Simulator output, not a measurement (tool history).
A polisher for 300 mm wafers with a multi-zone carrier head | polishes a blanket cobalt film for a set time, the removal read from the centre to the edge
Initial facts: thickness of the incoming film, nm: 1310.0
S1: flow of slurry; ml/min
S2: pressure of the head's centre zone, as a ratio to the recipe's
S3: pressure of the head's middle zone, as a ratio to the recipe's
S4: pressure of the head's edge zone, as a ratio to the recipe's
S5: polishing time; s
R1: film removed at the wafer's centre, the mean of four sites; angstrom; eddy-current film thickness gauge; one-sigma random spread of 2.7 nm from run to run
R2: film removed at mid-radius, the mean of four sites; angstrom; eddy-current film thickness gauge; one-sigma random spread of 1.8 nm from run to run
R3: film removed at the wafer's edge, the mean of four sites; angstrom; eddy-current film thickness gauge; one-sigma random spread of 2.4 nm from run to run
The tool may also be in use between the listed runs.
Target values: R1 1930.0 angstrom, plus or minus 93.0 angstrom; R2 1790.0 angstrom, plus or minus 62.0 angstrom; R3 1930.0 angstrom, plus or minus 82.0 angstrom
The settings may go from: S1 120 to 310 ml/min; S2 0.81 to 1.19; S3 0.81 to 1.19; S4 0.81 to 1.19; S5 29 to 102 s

run  hour   S1    S2    S3    S4  S5      R1      R2      R3
  1   0.0  200  1.00  1.00  1.00  65  2659.1  2623.2  2536.4
  2   5.9  195  0.99  0.98  0.99  63  2463.1  2471.4  2413.7
  3  12.4  195  0.99  0.98  0.99  73  2864.4  2865.3  2804.4
  4  20.0  190  0.99  0.96  0.98  70  2734.6  2755.2  2687.0
     24.0  -- worn pad replaced by a new one
  5  24.0  150  0.99  0.96  0.98  70  2817.8  2817.4  2844.6
  6  29.5  150  0.99  0.96  1.02  70  2856.9  2830.8  2858.5
  7  31.1  155  0.99  0.94  1.01  67  2714.4  2625.5  2759.4
  8  35.6  165  0.99  0.92  0.99  64  2708.6  2578.4  2617.9
  9  39.9  165  0.99  0.92  1.01  60  2434.1  2387.2  2503.5

Of the 5 settings listed for the next run, only one would bring every result within its allowed miss of target. Which one?
  A  44.2  160  0.93  0.89  0.92  51   ?   ?   ?
  B  44.2  135  1.19  0.99  0.82  47   ?   ?   ?
  C  44.2  205  0.94  1.12  0.81  50   ?   ?   ?
  D  44.2  270  1.00  0.90  1.07  43   ?   ?   ?
  E  44.2  125  0.84  0.95  1.06  50   ?   ?   ?

move      R1      R2      R3
   A  1915.3  1973.9  2007.7
   B  2197.0  1902.7  1721.5
   C  1973.7  2348.5  1900.4
   D  1867.5  1787.3  1909.2
   E  1620.9  1945.0  2046.7
A: an improvement on the last run, though not all results are within tolerance
B: an improvement on the last run, though not all results are within tolerance
C: an improvement on the last run, though not all results are within tolerance
D: all results in spec
E: an improvement on the last run, though not all results are within tolerance
The move that meets every target is D.
